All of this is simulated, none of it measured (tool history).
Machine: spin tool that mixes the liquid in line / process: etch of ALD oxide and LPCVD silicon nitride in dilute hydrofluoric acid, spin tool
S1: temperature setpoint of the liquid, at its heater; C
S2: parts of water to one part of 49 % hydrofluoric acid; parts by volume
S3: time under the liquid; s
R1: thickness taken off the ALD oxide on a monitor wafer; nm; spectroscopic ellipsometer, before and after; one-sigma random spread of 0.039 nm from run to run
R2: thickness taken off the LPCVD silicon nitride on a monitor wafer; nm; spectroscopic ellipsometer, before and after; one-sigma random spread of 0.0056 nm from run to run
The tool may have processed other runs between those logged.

run	day	S1	S2	S3	R1	R2
1	0	21	150	180	30.483	0.5921
2	0.104	20.5	170	160	22.816	0.43772
3	0.154	20.5	170	85	12.204	0.19346
4	0.475	20	185	85	10.908	0.19293
5	0.604	19.5	195	80	9.299	0.15333
6	0.733	19.5	220	80	8.0373	0.11687
7	0.8	18.5	270	50	3.7219	0.065273
8	0.846	19	270	50	3.8463	0.074978
9	1.217	19	270	50	3.8702	0.071525

Forecast run 10:
10	1.5	19.5	265	50	?	?

{"run 10": {"R1": 3.9893, "R2": 0.071995}}
